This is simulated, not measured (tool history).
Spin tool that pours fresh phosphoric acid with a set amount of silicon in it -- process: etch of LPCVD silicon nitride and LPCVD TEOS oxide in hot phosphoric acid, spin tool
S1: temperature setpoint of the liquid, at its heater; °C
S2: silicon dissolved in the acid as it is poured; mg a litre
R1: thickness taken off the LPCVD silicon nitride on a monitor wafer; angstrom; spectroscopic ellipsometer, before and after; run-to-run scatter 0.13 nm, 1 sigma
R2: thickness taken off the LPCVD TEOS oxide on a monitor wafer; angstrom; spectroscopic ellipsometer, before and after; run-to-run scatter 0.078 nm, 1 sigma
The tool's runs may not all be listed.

{"run": 1, "hour": 0.0, "S1": 163, "S2": 29, "time under the liquid (s)": 165, "R1": 191.71, "R2": 5.3918}
{"run": 2, "hour": 2.9, "S1": 163, "S2": 35, "time under the liquid (s)": 165, "R1": 189.27, "R2": 3.4913}
{"run": 3, "hour": 7.2, "S1": 163, "S2": 35, "time under the liquid (s)": 215, "R1": 248.82, "R2": 5.2183}
{"run": 4, "hour": 14.5, "S1": 161, "S2": 35, "time under the liquid (s)": 215, "R1": 235.03, "R2": 3.8809}
{"run": 5, "hour": 19.5, "S1": 161, "S2": 47, "time under the liquid (s)": 215, "R1": 233.44, "R2": 2.2776}
{"run": 6, "hour": 25.6, "S1": 161, "S2": 40.5, "time under the liquid (s)": 215, "R1": 233.25, "R2": 3.2987}
{"run": 7, "hour": 33.2, "S1": 161, "S2": 35.5, "time under the liquid (s)": 215, "R1": 232.04, "R2": 4.0136}

Run 8 is up next; what results do you expect?
{"run": 8, "hour": 41.0, "S1": 161, "S2": 31.5, "time under the liquid (s)": 215, "R1": "?", "R2": "?"}

Logged for run 8: R1 234.85 angstrom, R2 4.3756 angstrom.
